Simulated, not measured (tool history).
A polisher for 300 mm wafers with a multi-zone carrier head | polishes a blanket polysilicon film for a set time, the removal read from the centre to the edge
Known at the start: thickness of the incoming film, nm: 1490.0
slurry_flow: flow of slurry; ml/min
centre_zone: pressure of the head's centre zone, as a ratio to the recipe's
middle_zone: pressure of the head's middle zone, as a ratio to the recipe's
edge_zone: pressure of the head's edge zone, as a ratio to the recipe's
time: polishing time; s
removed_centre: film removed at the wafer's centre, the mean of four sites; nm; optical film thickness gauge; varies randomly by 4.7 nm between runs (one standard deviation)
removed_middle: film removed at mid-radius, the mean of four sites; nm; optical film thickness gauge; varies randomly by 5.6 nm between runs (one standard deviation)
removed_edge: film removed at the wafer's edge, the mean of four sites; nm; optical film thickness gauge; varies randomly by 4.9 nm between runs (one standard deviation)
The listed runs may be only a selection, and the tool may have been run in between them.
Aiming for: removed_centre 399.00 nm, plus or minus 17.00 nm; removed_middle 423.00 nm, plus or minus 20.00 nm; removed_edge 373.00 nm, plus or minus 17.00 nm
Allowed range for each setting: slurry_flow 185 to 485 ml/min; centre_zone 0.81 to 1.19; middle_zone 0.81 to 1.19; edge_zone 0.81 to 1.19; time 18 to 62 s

{"run": 1, "hour": 0.0, "slurry_flow": 310, "centre_zone": 1.0, "middle_zone": 1.0, "edge_zone": 1.0, "time": 40, "removed_centre": 306.15, "removed_middle": 294.0, "removed_edge": 297.89}
{"run": 2, "hour": 8.3, "slurry_flow": 310, "centre_zone": 1.0, "middle_zone": 1.0, "edge_zone": 0.94, "time": 40, "removed_centre": 296.93, "removed_middle": 300.67, "removed_edge": 297.71}
{"run": 3, "hour": 10.3, "slurry_flow": 310, "centre_zone": 1.0, "middle_zone": 1.07, "edge_zone": 0.94, "time": 40, "removed_centre": 306.43, "removed_middle": 319.93, "removed_edge": 291.55}
{"run": 4, "hour": 13.7, "slurry_flow": 310, "centre_zone": 1.0, "middle_zone": 1.03, "edge_zone": 0.94, "time": 40, "removed_centre": 301.57, "removed_middle": 303.88, "removed_edge": 292.13}
{"run": 5, "hour": 14.7, "slurry_flow": 310, "centre_zone": 0.97, "middle_zone": 1.03, "edge_zone": 0.94, "time": 40, "removed_centre": 294.43, "removed_middle": 317.12, "removed_edge": 289.22}
{"run": 6, "hour": 23.3, "slurry_flow": 260, "centre_zone": 0.97, "middle_zone": 1.03, "edge_zone": 0.94, "time": 40, "removed_centre": 287.0, "removed_middle": 302.18, "removed_edge": 290.18}
{"run": 7, "hour": 24.7, "slurry_flow": 265, "centre_zone": 0.98, "middle_zone": 1.05, "edge_zone": 0.94, "time": 42, "removed_centre": 309.27, "removed_middle": 321.83, "removed_edge": 301.88}
{"run": 8, "hour": 26.9, "slurry_flow": 275, "centre_zone": 0.98, "middle_zone": 1.06, "edge_zone": 0.95, "time": 44, "removed_centre": 320.51, "removed_middle": 347.52, "removed_edge": 320.62}
{"run": 9, "hour": 29.8, "slurry_flow": 280, "centre_zone": 1.0, "middle_zone": 1.08, "edge_zone": 0.95, "time": 45, "removed_centre": 331.69, "removed_middle": 354.69, "removed_edge": 327.43}
{"run": 10, "hour": 38.4, "slurry_flow": 290, "centre_zone": 1.02, "middle_zone": 1.1, "edge_zone": 0.95, "time": 46, "removed_centre": 349.56, "removed_middle": 370.79, "removed_edge": 332.94}
{"run": 11, "hour": 45.6, "slurry_flow": 295, "centre_zone": 1.03, "middle_zone": 1.11, "edge_zone": 0.96, "time": 47, "removed_centre": 360.73, "removed_middle": 376.04, "removed_edge": 344.78}
{"run": 12, "hour": 46.2, "slurry_flow": 300, "centre_zone": 1.04, "middle_zone": 1.12, "edge_zone": 0.96, "time": 48, "removed_centre": 376.67, "removed_middle": 399.07, "removed_edge": 353.97}

Which one of the following 5 next-run settings gets every result inside its allowed miss? There is exactly one.
{"run": "A", "hour": 46.8, "slurry_flow": 335, "centre_zone": 0.92, "middle_zone": 1.12, "edge_zone": 1.04, "time": 50, "removed_centre": "?", "removed_middle": "?", "removed_edge": "?"}
{"run": "B", "hour": 46.8, "slurry_flow": 355, "centre_zone": 0.94, "middle_zone": 1.19, "edge_zone": 0.9, "time": 50, "removed_centre": "?", "removed_middle": "?", "removed_edge": "?"}
{"run": "C", "hour": 46.8, "slurry_flow": 250, "centre_zone": 1.03, "middle_zone": 0.91, "edge_zone": 1.1, "time": 53, "removed_centre": "?", "removed_middle": "?", "removed_edge": "?"}
{"run": "D", "hour": 46.8, "slurry_flow": 310, "centre_zone": 1.13, "middle_zone": 1.19, "edge_zone": 0.9, "time": 47, "removed_centre": "?", "removed_middle": "?", "removed_edge": "?"}
{"run": "E", "hour": 46.8, "slurry_flow": 295, "centre_zone": 1.05, "middle_zone": 1.1, "edge_zone": 0.93, "time": 52, "removed_centre": "?", "removed_middle": "?", "removed_edge": "?"}

move=A removed_centre=362.02 removed_middle=415.68 removed_edge=377.37
move=B removed_centre=369.43 removed_middle=440.00 removed_edge=353.19
move=C removed_centre=402.95 removed_middle=360.09 removed_edge=404.51
move=D removed_centre=391.12 removed_middle=408.89 removed_edge=329.28
move=E removed_centre=408.21 removed_middle=421.09 removed_edge=369.12
A: misses by more than the last run did
B: misses by more than the last run did
C: corrects the largest miss of the last run, while another result sits out of spec
D: corrects the largest miss of the last run, while another result sits out of spec
E: each result inside its tolerance
Answer: E
